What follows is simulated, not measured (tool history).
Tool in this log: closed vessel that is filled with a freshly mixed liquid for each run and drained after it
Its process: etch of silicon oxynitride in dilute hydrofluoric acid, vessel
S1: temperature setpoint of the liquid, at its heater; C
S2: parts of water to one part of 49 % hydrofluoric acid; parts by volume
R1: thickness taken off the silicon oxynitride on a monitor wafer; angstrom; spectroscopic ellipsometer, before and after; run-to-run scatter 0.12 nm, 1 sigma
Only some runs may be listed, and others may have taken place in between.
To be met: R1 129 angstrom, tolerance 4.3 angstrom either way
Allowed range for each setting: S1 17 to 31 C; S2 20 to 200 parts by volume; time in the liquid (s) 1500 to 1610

{"run": 1, "day": 0.0, "S1": 23, "S2": 110, "time in the liquid (s)": 1500, "R1": 207.1}
{"run": 2, "day": 0.183, "S1": 25, "S2": 110, "time in the liquid (s)": 1500, "R1": 222.81}
{"run": 3, "day": 0.275, "S1": 23, "S2": 115, "time in the liquid (s)": 1500, "R1": 196.32}
{"run": 4, "day": 0.442, "S1": 23, "S2": 115, "time in the liquid (s)": 1610, "R1": 210.55}
{"run": 5, "day": 0.562, "S1": 21.5, "S2": 120, "time in the liquid (s)": 1610, "R1": 188.37}
{"run": 6, "day": 0.962, "S1": 20.5, "S2": 125, "time in the liquid (s)": 1610, "R1": 169.86}
{"run": 7, "day": 1.225, "S1": 19.5, "S2": 130, "time in the liquid (s)": 1610, "R1": 152.15}
{"run": 8, "day": 1.392, "S1": 19, "S2": 130, "time in the liquid (s)": 1610, "R1": 148.23}
{"run": 9, "day": 1.746, "S1": 19, "S2": 130, "time in the liquid (s)": 1610, "R1": 151.56}
{"run": 10, "day": 1.958, "S1": 18.5, "S2": 130, "time in the liquid (s)": 1610, "R1": 145.9}
{"run": 11, "day": 2.271, "S1": 18, "S2": 130, "time in the liquid (s)": 1610, "R1": 145.03}
{"run": 12, "day": 2.662, "S1": 17.5, "S2": 135, "time in the liquid (s)": 1610, "R1": 134.94}

Which one of the following 5 next-run settings gets every result inside its allowed miss? There is exactly one.
{"run": "A", "day": 3.054, "S1": 17.5, "S2": 145, "time in the liquid (s)": 1545, "R1": "?"}
{"run": "B", "day": 3.054, "S1": 19, "S2": 140, "time in the liquid (s)": 1570, "R1": "?"}
{"run": "C", "day": 3.054, "S1": 18, "S2": 140, "time in the liquid (s)": 1565, "R1": "?"}
{"run": "D", "day": 3.054, "S1": 17.5, "S2": 125, "time in the liquid (s)": 1590, "R1": "?"}
{"run": "E", "day": 3.054, "S1": 18, "S2": 135, "time in the liquid (s)": 1605, "R1": "?"}

move=A R1=118.37
move=B R1=134.44
move=C R1=127.66
move=D R1=143.13
move=E R1=136.22
A: pushes the last run's worst result past its target
B: nearer the targets than the last run, but a result is still out of spec
C: every result within its allowed miss
D: the biggest miss grows against the last run
E: the biggest miss grows against the last run
Go with C: it meets all targets.
